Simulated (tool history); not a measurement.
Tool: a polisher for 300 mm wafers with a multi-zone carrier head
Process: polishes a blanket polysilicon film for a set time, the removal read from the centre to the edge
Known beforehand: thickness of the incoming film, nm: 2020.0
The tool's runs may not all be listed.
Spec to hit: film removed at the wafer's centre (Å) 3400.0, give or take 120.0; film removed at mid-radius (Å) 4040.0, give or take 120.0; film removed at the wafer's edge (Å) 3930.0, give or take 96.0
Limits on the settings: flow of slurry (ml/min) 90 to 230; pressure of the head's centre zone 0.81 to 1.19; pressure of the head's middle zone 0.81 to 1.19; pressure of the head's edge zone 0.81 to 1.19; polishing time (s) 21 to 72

run	hour	flow of slurry (ml/min)	pressure of the head's centre zone	pressure of the head's middle zone	pressure of the head's edge zone	polishing time (s)	film removed at the wafer's centre (Å)	film removed at mid-radius (Å)	film removed at the wafer's edge (Å)
1	0.0	150	1.00	1.00	1.00	46	2837.3	2898.1	2868.7
2	5.9	155	0.99	1.01	1.02	47	2895.3	3079.4	2952.4
3	13.3	155	0.98	1.01	1.04	48	2933.9	3111.7	3074.6
4	21.5	160	0.97	1.02	1.05	49	2985.7	3266.9	3123.6
5	23.2	160	0.97	1.02	1.05	40	2478.0	2630.9	2518.1
6	27.5	155	0.97	1.02	1.06	42	2530.6	2775.2	2695.5
7	31.9	150	0.98	1.03	1.07	44	2734.9	2921.0	2799.6
# hour 35.1: worn pad replaced by a new one
8	35.1	150	0.97	1.03	1.08	45	2944.4	3227.1	3117.7

Next run, 5 choices. One meets every target within its allowed miss, the rest don't. Which?
A	38.3	130	0.83	1.13	1.11	57	?	?	?
B	38.3	155	0.84	1.07	1.18	54	?	?	?
C	38.3	125	0.85	1.07	1.13	57	?	?	?
D	38.3	145	0.83	0.98	1.13	55	?	?	?
E	38.3	205	0.86	1.00	1.04	55	?	?	?

move	film removed at the wafer's centre (Å)	film removed at mid-radius (Å)	film removed at the wafer's edge (Å)
A	3095.2	4265.4	3900.7
B	3101.3	4010.5	3904.5
C	3132.0	4030.0	3906.1
D	3070.7	3739.6	3869.0
E	3411.8	4047.8	3910.9
A: brings the result that was furthest off to its target, and leaves another outside
B: brings the result that was furthest off to its target, and leaves another outside
C: brings the result that was furthest off to its target, and leaves another outside
D: brings the result that was furthest off to its target, and leaves another outside
E: all results in spec
Go with E: it meets all targets.
